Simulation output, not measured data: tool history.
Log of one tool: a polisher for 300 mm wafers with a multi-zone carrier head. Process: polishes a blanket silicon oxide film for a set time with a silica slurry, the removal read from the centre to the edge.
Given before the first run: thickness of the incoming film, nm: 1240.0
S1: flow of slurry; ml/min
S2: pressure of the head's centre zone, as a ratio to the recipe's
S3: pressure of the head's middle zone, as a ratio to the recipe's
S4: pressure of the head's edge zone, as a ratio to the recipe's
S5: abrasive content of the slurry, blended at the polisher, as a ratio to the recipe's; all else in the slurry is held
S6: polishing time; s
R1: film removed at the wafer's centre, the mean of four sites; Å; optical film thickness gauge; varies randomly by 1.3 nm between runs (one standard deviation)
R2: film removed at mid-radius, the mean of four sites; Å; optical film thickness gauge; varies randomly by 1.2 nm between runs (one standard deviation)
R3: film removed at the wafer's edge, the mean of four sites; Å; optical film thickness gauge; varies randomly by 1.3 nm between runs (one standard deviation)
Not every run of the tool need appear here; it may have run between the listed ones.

run	day	S1	S2	S3	S4	S5	S6	R1	R2	R3
1	0.000	310	1.00	1.00	1.00	1.00	66	3318.5	3264.6	3291.7
2	0.258	310	1.00	1.00	0.92	1.00	66	3337.3	3317.3	3241.6
3	0.554	310	1.00	0.94	0.92	1.00	66	3286.8	3140.3	3198.3
4	0.725	300	1.02	0.90	0.94	0.85	59	2797.9	2501.7	2673.3
5	0.958	290	1.02	0.87	0.94	0.75	55	2488.0	2133.8	2356.0
6	1.058	290	1.02	0.83	0.94	0.75	55	2453.2	2038.0	2344.6
7	1.162	290	1.02	0.83	0.94	0.75	55	2450.9	2054.5	2366.9
8	1.421	275	1.02	0.82	0.93	0.70	53	2285.0	1870.0	2200.2

What will run 9 give?
9	1.558	210	0.99	0.81	0.83	0.50	51	?	?	?

R1: 1737.6 Å
R2: 1461.2 Å
R3: 1682.8 Å
